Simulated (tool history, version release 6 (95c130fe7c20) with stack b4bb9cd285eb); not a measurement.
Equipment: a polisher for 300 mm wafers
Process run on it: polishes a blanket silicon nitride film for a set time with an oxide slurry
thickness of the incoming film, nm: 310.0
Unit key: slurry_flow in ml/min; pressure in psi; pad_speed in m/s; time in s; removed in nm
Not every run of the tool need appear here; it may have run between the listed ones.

Run 1, hour 0: slurry_flow 250 ml/min, pressure 3.4 psi, pad_speed 1.36 m/s, slurry_solids 1, time 114 s. Result: removed 82.625 nm.
Run 2, hour 4.8: slurry_flow 250 ml/min, pressure 3.3 psi, pad_speed 1.36 m/s, slurry_solids 1, time 114 s. Result: removed 80.821 nm.
Run 3, hour 6.7: slurry_flow 250 ml/min, pressure 3.3 psi, pad_speed 1.36 m/s, slurry_solids 1, time 119 s. Result: removed 84.019 nm.
Run 4, hour 14.9: slurry_flow 250 ml/min, pressure 2.9 psi, pad_speed 1.36 m/s, slurry_solids 1, time 119 s. Result: removed 77.095 nm.
Run 5, hour 16.1: slurry_flow 250 ml/min, pressure 2.9 psi, pad_speed 1.62 m/s, slurry_solids 1, time 119 s. Result: removed 85.625 nm.
Run 6, hour 18.8: slurry_flow 250 ml/min, pressure 3.4 psi, pad_speed 1.62 m/s, slurry_solids 1, time 119 s. Result: removed 96.173 nm.
Run 7, hour 21.6: slurry_flow 250 ml/min, pressure 3.2 psi, pad_speed 1.6 m/s, slurry_solids 1, time 119 s. Result: removed 92.019 nm.
Run 8, hour 30.3: slurry_flow 250 ml/min, pressure 3.1 psi, pad_speed 1.6 m/s, slurry_solids 1, time 119 s. Result: removed 90.029 nm.

Run 9 is up next; what results do you expect?
Run 9, hour 39.3: slurry_flow 250 ml/min, pressure 3 psi, pad_speed 1.6 m/s, slurry_solids 1, time 119 s. Result: removed ?.

{"run 9": {"removed": 88.939}}
